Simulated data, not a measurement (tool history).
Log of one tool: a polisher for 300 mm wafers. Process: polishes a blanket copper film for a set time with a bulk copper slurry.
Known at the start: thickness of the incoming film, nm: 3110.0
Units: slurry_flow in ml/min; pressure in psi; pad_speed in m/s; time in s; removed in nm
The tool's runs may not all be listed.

run  hour  slurry_flow  pressure  pad_speed  slurry_solids  time  removed
  1     0          295       2.5       0.94              1    32   227.04
  2   5.4          350       2.5       0.94              1    32   232.23
  3  11.8          305       2.5       0.94              1    32   229.17
  4    14          305       1.9       0.94              1    32   178.49
  5  16.8          305       1.6       0.94              1    32    150.9
  6    19          305       1.7       0.94              1    32   161.11

The next listed run, before its measurement:
  7  22.5          305       1.8       0.94              1    32        ?

removed: 169.28 nm
